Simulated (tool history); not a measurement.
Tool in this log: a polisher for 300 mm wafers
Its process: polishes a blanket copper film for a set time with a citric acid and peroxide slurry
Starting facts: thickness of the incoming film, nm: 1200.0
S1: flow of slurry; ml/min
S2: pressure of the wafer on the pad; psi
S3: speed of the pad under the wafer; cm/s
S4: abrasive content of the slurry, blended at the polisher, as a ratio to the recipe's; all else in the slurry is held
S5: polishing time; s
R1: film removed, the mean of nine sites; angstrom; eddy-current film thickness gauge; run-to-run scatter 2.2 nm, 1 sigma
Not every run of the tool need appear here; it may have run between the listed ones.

run 1 day=0 | S1=310 S2=2.1 S3=118 S4=1 S5=69 | R1=1087.2
run 2 day=0.308 | S1=310 S2=2.2 S3=118 S4=1 S5=69 | R1=1125.2
run 3 day=0.658 | S1=310 S2=2.3 S3=118 S4=1 S5=69 | R1=1160.8
run 4 day=0.704 | S1=310 S2=2.3 S3=118 S4=0.85 S5=69 | R1=1118.8
run 5 day=0.846 | S1=310 S2=2.4 S3=120 S4=0.85 S5=69 | R1=1166.4
run 6 day=0.975 | S1=310 S2=2.4 S3=120 S4=0.85 S5=72 | R1=1241.9
run 7 day=1.221 | S1=310 S2=2.5 S3=120 S4=0.85 S5=72 | R1=1266.7
run 8 day=1.546 | S1=310 S2=2.6 S3=122 S4=0.85 S5=72 | R1=1352.9

Estimate the outcome of run 9 from the log above:
run 9 day=1.779 | S1=310 S2=2.7 S3=122 S4=0.85 S5=72 | R1=?

R1: 1383.5 angstrom
